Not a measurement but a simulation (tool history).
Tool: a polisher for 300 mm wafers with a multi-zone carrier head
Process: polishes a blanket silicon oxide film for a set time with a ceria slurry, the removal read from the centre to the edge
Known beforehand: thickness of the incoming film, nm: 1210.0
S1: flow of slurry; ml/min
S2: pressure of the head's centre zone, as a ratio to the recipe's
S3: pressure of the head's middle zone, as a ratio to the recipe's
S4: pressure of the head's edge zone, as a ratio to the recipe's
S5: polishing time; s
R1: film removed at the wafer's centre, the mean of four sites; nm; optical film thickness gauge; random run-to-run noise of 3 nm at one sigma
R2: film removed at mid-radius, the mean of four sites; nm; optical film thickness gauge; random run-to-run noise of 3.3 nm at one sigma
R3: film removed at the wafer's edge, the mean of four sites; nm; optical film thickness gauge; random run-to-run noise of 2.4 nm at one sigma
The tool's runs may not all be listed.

Run 1, hour 0: S1 260 ml/min, S2 1, S3 1, S4 1, S5 57 s. Result: R1 279.24 nm, R2 267.65 nm, R3 272.89 nm.
Run 2, hour 6.6: S1 260 ml/min, S2 1, S3 1.06, S4 1, S5 57 s. Result: R1 275.42 nm, R2 292.1 nm, R3 278.44 nm.
Run 3, hour 9.8: S1 260 ml/min, S2 1.09, S3 1.06, S4 1, S5 57 s. Result: R1 292.15 nm, R2 287.87 nm, R3 276.77 nm.
Run 4, hour 14.4: S1 260 ml/min, S2 1.09, S3 1.06, S4 0.98, S5 54 s. Result: R1 289.92 nm, R2 267.79 nm, R3 261.2 nm.
Run 5, hour 20.5: S1 305 ml/min, S2 1.09, S3 1.06, S4 0.98, S5 54 s. Result: R1 290.73 nm, R2 277.11 nm, R3 264.1 nm.
Run 6, hour 25.3: S1 305 ml/min, S2 1.05, S3 1.06, S4 0.98, S5 54 s. Result: R1 274.52 nm, R2 275.68 nm, R3 259.8 nm.

Expected results for the next run?
Run 7, hour 31.3: S1 305 ml/min, S2 1.04, S3 1.06, S4 0.96, S5 52 s. Result: R1 ?, R2 ?, R3 ?.

Run 7 gave R1 263.76 nm, R2 259.82 nm, R3 248.73 nm.

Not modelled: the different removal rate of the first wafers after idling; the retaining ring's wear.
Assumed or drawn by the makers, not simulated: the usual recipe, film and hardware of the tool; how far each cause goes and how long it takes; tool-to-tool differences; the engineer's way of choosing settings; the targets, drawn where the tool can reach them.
